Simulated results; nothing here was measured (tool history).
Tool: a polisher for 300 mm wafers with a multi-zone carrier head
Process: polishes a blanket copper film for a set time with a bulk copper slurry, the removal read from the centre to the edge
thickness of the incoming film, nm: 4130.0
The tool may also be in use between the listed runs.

run	hour	flow of slurry (ml/min)	pressure of the head's centre zone	pressure of the head's middle zone	pressure of the head's edge zone	abrasive content of the slurry	polishing time (s)	film removed at the wafer's centre (nm)	film removed at mid-radius (nm)	film removed at the wafer's edge (nm)
1	0	160	1	1	1	1	40	532.42	518.34	505.67
2	6.5	145	1	1	1	1	40	520.65	509.34	498.56
3	8.9	155	1.01	1.02	1.03	1.1	41	557.59	525.7	529.84
4	14	155	1.01	1.02	1.03	1.3	41	576.87	566	544.87
5	21.3	155	0.92	1.02	1.03	1.3	41	521.08	548.5	554.96
6	24.7	165	0.94	1.03	1.05	1.35	42	559.15	568.39	576.96
7	26.8	165	0.95	1.04	1.06	1.4	43	584.24	614.1	592.95
8	29.6	170	0.96	1.03	1.07	1.4	44	611	613.08	613.25

The next listed run, before its measurement:
9	31.1	175	0.97	1.04	1.08	1.4	45	?	?	?

{"run 9": {"film removed at the wafer's centre (nm)": 635.54, "film removed at mid-radius (nm)": 662.57, "film removed at the wafer's edge (nm)": 637.18}}
